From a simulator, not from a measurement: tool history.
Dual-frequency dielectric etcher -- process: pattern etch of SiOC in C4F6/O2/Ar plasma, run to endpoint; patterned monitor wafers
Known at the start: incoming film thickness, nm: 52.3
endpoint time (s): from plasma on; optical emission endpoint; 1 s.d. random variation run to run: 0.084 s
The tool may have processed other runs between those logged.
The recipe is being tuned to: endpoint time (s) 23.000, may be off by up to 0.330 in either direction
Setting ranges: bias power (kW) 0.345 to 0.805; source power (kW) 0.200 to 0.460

run  hour  bias power (kW)  source power (kW)  endpoint time (s)
  1   0.0            0.575              0.330             20.146
  2   3.2            0.556              0.330             20.350
  3   9.9            0.556              0.380             19.614
  4  17.1            0.535              0.380             19.856
  5  21.7            0.535              0.330             20.811
     28.9  -- bias power generator calibrated
  6  28.9            0.624              0.330             19.455
  7  32.6            0.602              0.330             19.809
  8  36.3            0.602              0.330             19.776
  9  41.5            0.582              0.330             20.043
 10  42.2            0.563              0.330             20.070

5 next moves are on the table. One of them brings every result within its allowed miss. Which?
  A  42.9            0.362              0.290                  ?
  B  42.9            0.687              0.360                  ?
  C  42.9            0.708              0.340                  ?
  D  42.9            0.404              0.300                  ?
  E  42.9            0.603              0.410                  ?

move  endpoint time (s)
   A             24.077
   B             18.523
   C             18.624
   D             23.099
   E             18.654
A: takes the result that was furthest off past its target
B: lands further from the targets than the last run did
C: lands further from the targets than the last run did
D: every result lands within tolerance
E: lands further from the targets than the last run did
So the answer is move D, the one that meets all the targets.
